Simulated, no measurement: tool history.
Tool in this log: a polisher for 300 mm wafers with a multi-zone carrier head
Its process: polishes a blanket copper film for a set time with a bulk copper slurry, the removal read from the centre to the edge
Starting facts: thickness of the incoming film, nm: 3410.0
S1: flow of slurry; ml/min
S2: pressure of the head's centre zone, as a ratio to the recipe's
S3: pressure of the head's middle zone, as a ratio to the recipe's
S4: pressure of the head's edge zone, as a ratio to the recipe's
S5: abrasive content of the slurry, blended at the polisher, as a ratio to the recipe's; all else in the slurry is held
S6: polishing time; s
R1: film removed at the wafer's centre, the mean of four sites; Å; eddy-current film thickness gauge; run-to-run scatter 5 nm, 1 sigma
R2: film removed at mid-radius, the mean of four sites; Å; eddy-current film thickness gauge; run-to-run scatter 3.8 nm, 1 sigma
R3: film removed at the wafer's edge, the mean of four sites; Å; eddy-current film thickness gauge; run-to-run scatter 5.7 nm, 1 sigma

run 1 hour=0 | S1=155 S2=1 S3=1 S4=1 S5=1 S6=88 | R1=5714.6 R2=5700.2 R3=5811.7
run 2 hour=2.6 | S1=155 S2=1 S3=1.06 S4=1 S5=1 S6=88 | R1=5691.5 R2=6128 R3=5792.6
run 3 hour=11 | S1=190 S2=1 S3=1.06 S4=1 S5=1 S6=88 | R1=5880.5 R2=6230.8 R3=5954.7
run 4 hour=17.9 | S1=180 S2=0.97 S3=1.02 S4=0.96 S5=0.85 S6=85 | R1=5216.6 R2=5458.9 R3=5169.8
run 5 hour=25.5 | S1=195 S2=0.97 S3=1.02 S4=0.96 S5=0.85 S6=85 | R1=5259.1 R2=5405.7 R3=5323.1
run 6 hour=32.5 | S1=175 S2=0.97 S3=1.02 S4=0.96 S5=0.85 S6=85 | R1=5241.1 R2=5482 R3=5281.2
run 7 hour=40.7 | S1=170 S2=0.94 S3=0.98 S4=0.93 S5=0.75 S6=85 | R1=4797.4 R2=5115.9 R3=5032.8

Expected results for the next run?
run 8 hour=45.9 | S1=170 S2=0.94 S3=0.96 S4=0.91 S5=0.7 S6=84 | R1=? R2=? R3=?

Run 8 produced R1 4657.2 Å, R2 4721.2 Å, R3 4685.6 Å.

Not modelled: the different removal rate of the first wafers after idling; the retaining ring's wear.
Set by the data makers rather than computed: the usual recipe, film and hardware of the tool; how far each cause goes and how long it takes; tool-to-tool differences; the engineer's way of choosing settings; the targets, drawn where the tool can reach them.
